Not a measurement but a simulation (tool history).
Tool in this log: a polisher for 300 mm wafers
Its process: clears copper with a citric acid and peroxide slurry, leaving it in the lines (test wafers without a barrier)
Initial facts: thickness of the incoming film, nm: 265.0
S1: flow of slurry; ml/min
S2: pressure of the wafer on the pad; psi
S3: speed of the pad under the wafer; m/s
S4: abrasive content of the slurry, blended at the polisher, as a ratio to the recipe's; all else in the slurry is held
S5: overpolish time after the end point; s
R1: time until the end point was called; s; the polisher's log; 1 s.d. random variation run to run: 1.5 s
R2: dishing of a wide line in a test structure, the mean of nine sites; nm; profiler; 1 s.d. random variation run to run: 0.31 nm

run,hour,S1,S2,S3,S4,S5,R1,R2
1,0,180,2.3,1.18,1,9,137.41,14.194
2,5.8,160,2.3,1.18,1,9,142.21,13.758
3,8.7,160,2.3,1.3,1,9,129.09,14.603
4,17.5,160,2.3,1.3,1.1,9,127.81,15.476
5,19.6,160,2.3,1.3,1.1,11,127.55,18.079
# hour 22.1: head pressure recalibrated
6,22.1,160,2.3,1.3,1.1,9,131.95,15.065

Run 7, settings as shown, results not yet in. Your forecast:
7,28.9,150,2.2,1.3,1.15,10,?,?

R1: 134.15 s
R2: 16.041 nm

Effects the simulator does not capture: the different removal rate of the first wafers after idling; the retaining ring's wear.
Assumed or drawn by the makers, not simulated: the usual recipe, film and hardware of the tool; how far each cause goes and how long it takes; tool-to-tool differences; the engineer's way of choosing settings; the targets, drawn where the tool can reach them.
